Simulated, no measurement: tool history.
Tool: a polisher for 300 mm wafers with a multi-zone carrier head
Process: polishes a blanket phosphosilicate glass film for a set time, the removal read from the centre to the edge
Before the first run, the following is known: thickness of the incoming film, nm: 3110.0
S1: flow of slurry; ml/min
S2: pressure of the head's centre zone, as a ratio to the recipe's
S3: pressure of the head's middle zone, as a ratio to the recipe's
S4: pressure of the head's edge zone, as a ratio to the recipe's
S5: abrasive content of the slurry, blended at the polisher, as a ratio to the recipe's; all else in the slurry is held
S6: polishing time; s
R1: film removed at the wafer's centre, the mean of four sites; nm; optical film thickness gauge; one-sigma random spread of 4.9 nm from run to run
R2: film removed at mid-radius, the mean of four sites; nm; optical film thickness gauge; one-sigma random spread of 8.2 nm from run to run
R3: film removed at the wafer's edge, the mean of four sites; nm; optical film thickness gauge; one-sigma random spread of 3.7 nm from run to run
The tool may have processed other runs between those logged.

run	hour	S1	S2	S3	S4	S5	S6	R1	R2	R3
1	0	145	1	1	1	1	75	571.86	574.06	582.56
2	1.6	150	1.01	1	0.99	1	75	580.67	587.39	583.94
3	4.4	150	1.01	1	0.99	0.85	75	546.01	538.08	545.25
4	9.5	160	1.02	1	0.99	0.85	75	555.92	562.08	552.35
5	12.2	160	1.02	1	0.99	0.85	58	427.67	433.87	422.58
6	20.4	160	0.98	1	0.99	0.85	58	413.29	428.15	424.44
7	26.5	165	1.02	1	1.02	0.95	58	452.19	454.72	451.09
8	34.9	200	1.12	1.03	1.12	1.2	59	553.37	522.03	541.68
9	41.7	205	1.13	1.04	1.12	1.25	59	559.55	539.74	544.69
10	48.3	205	1.14	1.05	1.12	1.3	59	570.99	538.89	550.33
11	56.9	205	1.14	1.05	1.12	1.3	59	572.17	548.15	549.85

For run 12, what comes out?
# hour 65.2: worn pad replaced by a new one
12	65.2	205	1.15	1.06	1.12	1.35	59	?	?	?

R1: 672.77 nm
R2: 622.48 nm
R3: 637.32 nm
